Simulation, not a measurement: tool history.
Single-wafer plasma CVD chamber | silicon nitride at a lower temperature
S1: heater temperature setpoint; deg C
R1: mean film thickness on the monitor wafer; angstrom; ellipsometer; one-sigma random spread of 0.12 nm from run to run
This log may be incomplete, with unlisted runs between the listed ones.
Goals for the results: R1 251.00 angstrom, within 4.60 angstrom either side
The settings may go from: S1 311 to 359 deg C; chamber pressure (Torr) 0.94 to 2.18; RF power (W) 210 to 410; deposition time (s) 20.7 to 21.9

Run 1, hour 0.0: S1 335 deg C, chamber pressure (Torr) 1.56, RF power (W) 310, deposition time (s) 21.9. Result: R1 273.42 angstrom.
Run 2, hour 3.8: S1 335 deg C, chamber pressure (Torr) 1.56, RF power (W) 275, deposition time (s) 21.9. Result: R1 242.94 angstrom.
Run 3, hour 4.9: S1 335 deg C, chamber pressure (Torr) 1.56, RF power (W) 245, deposition time (s) 21.9. Result: R1 210.44 angstrom.
Run 4, hour 8.4: S1 335 deg C, chamber pressure (Torr) 1.70, RF power (W) 245, deposition time (s) 21.9. Result: R1 220.21 angstrom.
Run 5, hour 10.0: S1 335 deg C, chamber pressure (Torr) 1.78, RF power (W) 245, deposition time (s) 21.9. Result: R1 225.38 angstrom.
Run 6, hour 11.7: S1 325 deg C, chamber pressure (Torr) 1.78, RF power (W) 245, deposition time (s) 21.9. Result: R1 223.76 angstrom.
Run 7, hour 13.9: S1 325 deg C, chamber pressure (Torr) 1.85, RF power (W) 245, deposition time (s) 21.9. Result: R1 229.42 angstrom.
Run 8, hour 22.5: S1 325 deg C, chamber pressure (Torr) 1.91, RF power (W) 245, deposition time (s) 21.9. Result: R1 232.34 angstrom.
Run 9, hour 24.7: S1 325 deg C, chamber pressure (Torr) 1.96, RF power (W) 245, deposition time (s) 21.9. Result: R1 233.96 angstrom.
Run 10, hour 30.2: S1 325 deg C, chamber pressure (Torr) 2.17, RF power (W) 265, deposition time (s) 21.9. Result: R1 263.36 angstrom.
Run 11, hour 35.4: S1 325 deg C, chamber pressure (Torr) 2.17, RF power (W) 265, deposition time (s) 21.9. Result: R1 266.66 angstrom.
Run 12, hour 38.0: S1 325 deg C, chamber pressure (Torr) 2.13, RF power (W) 265, deposition time (s) 21.9. Result: R1 260.70 angstrom.
At hour 44.8: thermocouple changed; heater temperature recalibrated.
Run 13, hour 44.8: S1 325 deg C, chamber pressure (Torr) 2.10, RF power (W) 265, deposition time (s) 21.9. Result: R1 260.64 angstrom.
Run 14, hour 50.2: S1 325 deg C, chamber pressure (Torr) 2.07, RF power (W) 265, deposition time (s) 21.9. Result: R1 261.73 angstrom.
Run 15, hour 51.8: S1 325 deg C, chamber pressure (Torr) 2.07, RF power (W) 265, deposition time (s) 21.9. Result: R1 260.35 angstrom.
Run 16, hour 55.8: S1 325 deg C, chamber pressure (Torr) 2.07, RF power (W) 265, deposition time (s) 21.9. Result: R1 259.19 angstrom.
Run 17, hour 56.8: S1 325 deg C, chamber pressure (Torr) 2.05, RF power (W) 265, deposition time (s) 21.9. Result: R1 258.56 angstrom.
Run 18, hour 64.0: S1 325 deg C, chamber pressure (Torr) 2.03, RF power (W) 265, deposition time (s) 21.9. Result: R1 258.51 angstrom.
Run 19, hour 68.1: S1 325 deg C, chamber pressure (Torr) 2.01, RF power (W) 265, deposition time (s) 21.9. Result: R1 256.62 angstrom.
Run 20, hour 71.9: S1 325 deg C, chamber pressure (Torr) 1.99, RF power (W) 265, deposition time (s) 21.9. Result: R1 255.80 angstrom.
Run 21, hour 74.0: S1 325 deg C, chamber pressure (Torr) 1.98, RF power (W) 265, deposition time (s) 21.9. Result: R1 258.01 angstrom.

Consider the 5 candidate settings below. Which is the only one whose results all fall within their allowed miss of target?
Run A, hour 76.1: S1 325 deg C, chamber pressure (Torr) 2.18, RF power (W) 265, deposition time (s) 21.9. Result: R1 ?.
Run B, hour 76.1: S1 325 deg C, chamber pressure (Torr) 2.18, RF power (W) 270, deposition time (s) 21.9. Result: R1 ?.
Run C, hour 76.1: S1 338 deg C, chamber pressure (Torr) 2.15, RF power (W) 270, deposition time (s) 20.7. Result: R1 ?.
Run D, hour 76.1: S1 335 deg C, chamber pressure (Torr) 1.85, RF power (W) 270, deposition time (s) 20.7. Result: R1 ?.
Run E, hour 76.1: S1 324 deg C, chamber pressure (Torr) 1.77, RF power (W) 265, deposition time (s) 21.5. Result: R1 ?.

move      R1
   A  263.70
   B  269.08
   C  252.06
   D  239.75
   E  241.07
A: misses by more than the last run did
B: misses by more than the last run did
C: hits every target within its allowed miss
D: moves the result that the last run missed by most past its target, out the other side
E: moves the result that the last run missed by most past its target, out the other side
C is the move that brings every result within its allowed miss.
